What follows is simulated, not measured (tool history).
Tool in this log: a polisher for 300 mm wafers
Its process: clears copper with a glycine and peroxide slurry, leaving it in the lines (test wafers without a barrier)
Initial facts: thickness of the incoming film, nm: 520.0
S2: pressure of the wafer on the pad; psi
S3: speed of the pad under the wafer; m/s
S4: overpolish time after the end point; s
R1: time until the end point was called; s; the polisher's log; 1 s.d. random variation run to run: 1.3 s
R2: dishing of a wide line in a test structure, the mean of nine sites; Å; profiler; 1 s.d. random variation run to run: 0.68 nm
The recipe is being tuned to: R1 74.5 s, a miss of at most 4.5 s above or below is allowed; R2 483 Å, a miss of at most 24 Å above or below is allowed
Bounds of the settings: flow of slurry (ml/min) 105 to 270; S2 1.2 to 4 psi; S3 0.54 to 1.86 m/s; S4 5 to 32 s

Run 1, hour 0: flow of slurry (ml/min) 175, S2 2.6 psi, S3 1.18 m/s, S4 16 s. Result: R1 65.388 s, R2 642.08 Å.
Run 2, hour 1.9: flow of slurry (ml/min) 175, S2 2.6 psi, S3 1.18 m/s, S4 23 s. Result: R1 64.951 s, R2 812.23 Å.
Run 3, hour 4.7: flow of slurry (ml/min) 175, S2 2.5 psi, S3 1.18 m/s, S4 21 s. Result: R1 68.903 s, R2 762.38 Å.
Run 4, hour 7.3: flow of slurry (ml/min) 175, S2 2.5 psi, S3 1.18 m/s, S4 27 s. Result: R1 70.147 s, R2 879.67 Å.
Run 5, hour 9.9: flow of slurry (ml/min) 175, S2 2.5 psi, S3 1.18 m/s, S4 22 s. Result: R1 67.265 s, R2 765.98 Å.
Run 6, hour 11.3: flow of slurry (ml/min) 175, S2 2.5 psi, S3 1.48 m/s, S4 22 s. Result: R1 57.304 s, R2 853.3 Å.
Run 7, hour 19.9: flow of slurry (ml/min) 175, S2 2.4 psi, S3 1.48 m/s, S4 20 s. Result: R1 58.132 s, R2 787.32 Å.
Run 8, hour 27.7: flow of slurry (ml/min) 180, S2 1.7 psi, S3 1.4 m/s, S4 12 s. Result: R1 80.072 s, R2 441.04 Å.
Run 9, hour 32.3: flow of slurry (ml/min) 180, S2 1.8 psi, S3 1.4 m/s, S4 12 s. Result: R1 76.45 s, R2 451.66 Å.

5 next moves are on the table. One of them brings every result within its allowed miss. Which?
Run A, hour 36.9: flow of slurry (ml/min) 210, S2 1.7 psi, S3 1.24 m/s, S4 15 s. Result: R1 ?, R2 ?.
Run B, hour 36.9: flow of slurry (ml/min) 190, S2 1.8 psi, S3 1.4 m/s, S4 13 s. Result: R1 ?, R2 ?.
Run C, hour 36.9: flow of slurry (ml/min) 180, S2 1.4 psi, S3 1.54 m/s, S4 15 s. Result: R1 ?, R2 ?.
Run D, hour 36.9: flow of slurry (ml/min) 150, S2 1.7 psi, S3 1.62 m/s, S4 14 s. Result: R1 ?, R2 ?.
Run E, hour 36.9: flow of slurry (ml/min) 180, S2 1.8 psi, S3 1.38 m/s, S4 11 s. Result: R1 ?, R2 ?.

move      R1      R2
   A   86.28  492.48
   B  75.806  486.01
   C  86.713  481.93
   D  73.407  521.45
   E  77.356   420.4
A: brings the last run's worst result on target, with another outside its allowed miss
B: each result inside its tolerance
C: brings the last run's worst result on target, with another outside its allowed miss
D: the result that was furthest off in the last run now lies on the other side of its target
E: the biggest miss grows against the last run
B is the move that brings every result within its allowed miss.
